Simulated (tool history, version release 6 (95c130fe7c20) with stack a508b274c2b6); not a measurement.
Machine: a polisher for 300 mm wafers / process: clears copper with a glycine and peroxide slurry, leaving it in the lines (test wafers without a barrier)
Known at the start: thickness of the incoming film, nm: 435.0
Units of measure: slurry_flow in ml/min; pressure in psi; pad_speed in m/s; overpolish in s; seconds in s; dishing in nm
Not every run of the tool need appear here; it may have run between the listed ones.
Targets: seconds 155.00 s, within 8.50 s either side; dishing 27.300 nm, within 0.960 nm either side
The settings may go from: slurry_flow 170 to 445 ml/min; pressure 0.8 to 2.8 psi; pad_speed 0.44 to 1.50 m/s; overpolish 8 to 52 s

{"run": 1, "hour": 0.0, "slurry_flow": 285, "pressure": 1.8, "pad_speed": 0.96, "overpolish": 26, "seconds": 116.16, "dishing": 63.539}
{"run": 2, "hour": 1.8, "slurry_flow": 265, "pressure": 1.6, "pad_speed": 0.98, "overpolish": 23, "seconds": 122.56, "dishing": 55.439}
{"run": 3, "hour": 4.6, "slurry_flow": 265, "pressure": 1.6, "pad_speed": 0.76, "overpolish": 23, "seconds": 149.81, "dishing": 48.136}
{"run": 4, "hour": 11.0, "slurry_flow": 250, "pressure": 1.5, "pad_speed": 0.78, "overpolish": 20, "seconds": 151.81, "dishing": 41.978}
{"run": 5, "hour": 18.4, "slurry_flow": 315, "pressure": 1.5, "pad_speed": 0.78, "overpolish": 20, "seconds": 149.41, "dishing": 42.451}
{"run": 6, "hour": 24.1, "slurry_flow": 315, "pressure": 1.5, "pad_speed": 0.78, "overpolish": 11, "seconds": 148.74, "dishing": 25.514}
{"run": 7, "hour": 33.0, "slurry_flow": 310, "pressure": 1.5, "pad_speed": 0.78, "overpolish": 11, "seconds": 150.62, "dishing": 25.529}
{"run": 8, "hour": 34.0, "slurry_flow": 305, "pressure": 1.5, "pad_speed": 0.76, "overpolish": 15, "seconds": 150.9, "dishing": 32.996}
{"run": 9, "hour": 36.5, "slurry_flow": 335, "pressure": 1.2, "pad_speed": 0.86, "overpolish": 12, "seconds": 165.97, "dishing": 25.695}

Of the 5 settings listed for the next run, only one would bring every result within its allowed miss of target. Which one?
{"run": "A", "hour": 39.0, "slurry_flow": 315, "pressure": 1.0, "pad_speed": 0.98, "overpolish": 12, "seconds": "?", "dishing": "?"}
{"run": "B", "hour": 39.0, "slurry_flow": 390, "pressure": 1.0, "pad_speed": 0.92, "overpolish": 13, "seconds": "?", "dishing": "?"}
{"run": "C", "hour": 39.0, "slurry_flow": 325, "pressure": 1.1, "pad_speed": 0.82, "overpolish": 14, "seconds": "?", "dishing": "?"}
{"run": "D", "hour": 39.0, "slurry_flow": 315, "pressure": 1.1, "pad_speed": 0.76, "overpolish": 14, "seconds": "?", "dishing": "?"}
{"run": "E", "hour": 39.0, "slurry_flow": 275, "pressure": 1.5, "pad_speed": 0.78, "overpolish": 12, "seconds": "?", "dishing": "?"}

move=A seconds=169.90 dishing=25.336
move=B seconds=173.58 dishing=26.758
move=C seconds=178.26 dishing=28.036
move=D seconds=187.02 dishing=26.944
move=E seconds=153.64 dishing=27.938
A: the biggest miss grows against the last run
B: brings the result that was furthest off to its target, and leaves another outside
C: brings the result that was furthest off to its target, and leaves another outside
D: brings the result that was furthest off to its target, and leaves another outside
E: every result lands within tolerance
So the answer is move E, the one that meets all the targets.
